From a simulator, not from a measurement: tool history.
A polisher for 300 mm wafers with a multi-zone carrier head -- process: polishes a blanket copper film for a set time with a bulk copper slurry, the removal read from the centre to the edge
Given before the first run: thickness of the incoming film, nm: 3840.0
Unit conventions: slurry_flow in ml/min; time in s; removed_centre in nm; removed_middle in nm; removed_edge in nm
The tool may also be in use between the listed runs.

{"run": 1, "hour": 0.0, "slurry_flow": 315, "centre_zone": 1.0, "middle_zone": 1.0, "edge_zone": 1.0, "slurry_solids": 1.0, "time": 44, "removed_centre": 491.66, "removed_middle": 487.09, "removed_edge": 476.63}
{"run": 2, "hour": 1.4, "slurry_flow": 315, "centre_zone": 1.0, "middle_zone": 1.0, "edge_zone": 1.0, "slurry_solids": 0.95, "time": 44, "removed_centre": 492.93, "removed_middle": 476.09, "removed_edge": 478.15}
{"run": 3, "hour": 7.6, "slurry_flow": 315, "centre_zone": 1.0, "middle_zone": 1.0, "edge_zone": 1.0, "slurry_solids": 0.95, "time": 49, "removed_centre": 538.18, "removed_middle": 522.3, "removed_edge": 529.87}
{"run": 4, "hour": 16.2, "slurry_flow": 320, "centre_zone": 1.0, "middle_zone": 1.01, "edge_zone": 0.98, "slurry_solids": 0.9, "time": 48, "removed_centre": 526.57, "removed_middle": 515.21, "removed_edge": 514.72}
{"run": 5, "hour": 22.4, "slurry_flow": 325, "centre_zone": 1.0, "middle_zone": 1.02, "edge_zone": 0.96, "slurry_solids": 0.85, "time": 46, "removed_centre": 499.64, "removed_middle": 500.14, "removed_edge": 485.37}
{"run": 6, "hour": 30.4, "slurry_flow": 325, "centre_zone": 1.0, "middle_zone": 1.02, "edge_zone": 0.93, "slurry_solids": 0.85, "time": 46, "removed_centre": 498.98, "removed_middle": 491.58, "removed_edge": 480.43}
{"run": 7, "hour": 36.5, "slurry_flow": 325, "centre_zone": 1.01, "middle_zone": 1.03, "edge_zone": 0.92, "slurry_solids": 0.8, "time": 45, "removed_centre": 485.34, "removed_middle": 480.26, "removed_edge": 464.23}

Estimate the outcome of run 8 from the log above:
{"run": 8, "hour": 38.1, "slurry_flow": 325, "centre_zone": 1.02, "middle_zone": 1.04, "edge_zone": 0.91, "slurry_solids": 0.75, "time": 44, "removed_centre": "?", "removed_middle": "?", "removed_edge": "?"}

{"run 8": {"removed_centre": 472.88, "removed_middle": 468.71, "removed_edge": 439.76}}
